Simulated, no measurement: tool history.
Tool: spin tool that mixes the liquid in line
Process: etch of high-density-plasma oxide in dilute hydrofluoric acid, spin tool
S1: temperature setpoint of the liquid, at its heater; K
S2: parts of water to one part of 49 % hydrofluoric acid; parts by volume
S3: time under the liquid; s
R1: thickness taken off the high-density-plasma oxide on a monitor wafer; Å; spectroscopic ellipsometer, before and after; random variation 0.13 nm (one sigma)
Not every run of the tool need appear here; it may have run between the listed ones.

Run 1, day 0.000: S1 294.15 K, S2 190 parts by volume, S3 310 s. Result: R1 74.763 Å.
Run 2, day 0.254: S1 290.65 K, S2 190 parts by volume, S3 310 s. Result: R1 64.189 Å.
Run 3, day 0.462: S1 290.65 K, S2 190 parts by volume, S3 330 s. Result: R1 69.524 Å.
Run 4, day 0.533: S1 290.15 K, S2 190 parts by volume, S3 330 s. Result: R1 66.609 Å.
Run 5, day 0.679: S1 292.15 K, S2 180 parts by volume, S3 330 s. Result: R1 78.055 Å.
Run 6, day 0.854: S1 290.15 K, S2 180 parts by volume, S3 330 s. Result: R1 71.800 Å.

Predict the results of run 7:
Run 7, day 1.021: S1 290.15 K, S2 180 parts by volume, S3 330 s. Result: R1 ?.

{"run 7": {"R1": 71.427}}

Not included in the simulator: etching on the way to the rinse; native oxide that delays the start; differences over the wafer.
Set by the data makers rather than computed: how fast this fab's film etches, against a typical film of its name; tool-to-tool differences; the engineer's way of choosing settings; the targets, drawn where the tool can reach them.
